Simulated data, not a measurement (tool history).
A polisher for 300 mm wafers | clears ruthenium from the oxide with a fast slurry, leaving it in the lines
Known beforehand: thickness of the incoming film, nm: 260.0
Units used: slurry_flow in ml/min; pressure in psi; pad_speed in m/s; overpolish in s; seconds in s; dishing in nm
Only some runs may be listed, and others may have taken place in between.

Run 1, day 0: slurry_flow 125 ml/min, pressure 2.9 psi, pad_speed 0.9 m/s, slurry_solids 1, overpolish 15 s. Result: seconds 70.699 s, dishing 44.474 nm.
Run 2, day 0.112: slurry_flow 140 ml/min, pressure 3.1 psi, pad_speed 0.9 m/s, slurry_solids 1, overpolish 15 s. Result: seconds 63.804 s, dishing 47.031 nm.
Run 3, day 0.362: slurry_flow 140 ml/min, pressure 3.1 psi, pad_speed 0.9 m/s, slurry_solids 0.9, overpolish 15 s. Result: seconds 67.137 s, dishing 46.453 nm.
Run 4, day 0.558: slurry_flow 150 ml/min, pressure 3.2 psi, pad_speed 0.9 m/s, slurry_solids 0.9, overpolish 15 s. Result: seconds 63.223 s, dishing 50.192 nm.
Run 5, day 0.871: slurry_flow 160 ml/min, pressure 3.2 psi, pad_speed 0.9 m/s, slurry_solids 0.9, overpolish 15 s. Result: seconds 62.447 s, dishing 48.931 nm.
Run 6, day 0.9: slurry_flow 160 ml/min, pressure 3.2 psi, pad_speed 0.9 m/s, slurry_solids 0.9, overpolish 12 s. Result: seconds 62.984 s, dishing 40.944 nm.

Run 7 has not been measured yet. What should we expect?
Run 7, day 1.2: slurry_flow 160 ml/min, pressure 3.3 psi, pad_speed 0.9 m/s, slurry_solids 0.9, overpolish 13 s. Result: seconds ?, dishing ?.

{"run 7": {"seconds": 61.302, "dishing": 44.701}}
